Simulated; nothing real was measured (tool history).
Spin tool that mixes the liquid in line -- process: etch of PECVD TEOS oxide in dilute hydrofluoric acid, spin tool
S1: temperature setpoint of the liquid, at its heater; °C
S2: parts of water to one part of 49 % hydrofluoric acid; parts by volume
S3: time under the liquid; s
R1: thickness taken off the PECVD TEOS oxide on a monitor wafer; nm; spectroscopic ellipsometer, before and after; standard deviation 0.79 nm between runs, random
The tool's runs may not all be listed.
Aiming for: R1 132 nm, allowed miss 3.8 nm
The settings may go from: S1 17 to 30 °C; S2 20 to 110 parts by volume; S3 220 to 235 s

run,hour,S1,S2,S3,R1
1,0,22,60,220,49.892
2,1.3,22,40,220,76.162
3,9.6,19,40,220,67.771
4,12.2,22,35,220,88.305
5,18.6,24.5,35,220,97.059
6,25.7,27,35,220,108.61
7,29,28,35,220,113.33
8,36.5,28.5,35,220,114.52
9,44.5,29,35,220,117.1
10,49.9,29.5,35,220,119.37
11,56.8,30,35,220,122.38
12,59.4,30,30,220,144.04
13,67,29.5,30,220,139.34

Which of these 4 next moves meets every target?
A,74.6,30,35,235,?
B,74.6,29.5,35,225,?
C,74.6,30,35,220,?
D,74.6,29,30,235,?

move,R1
A,130.29
B,122.28
C,121.98
D,147.18
A: meets every target
B: takes the biggest miss from the last run beyond its target
C: takes the biggest miss from the last run beyond its target
D: lands further from the targets than the last run did
Correct choice: A, which meets every target
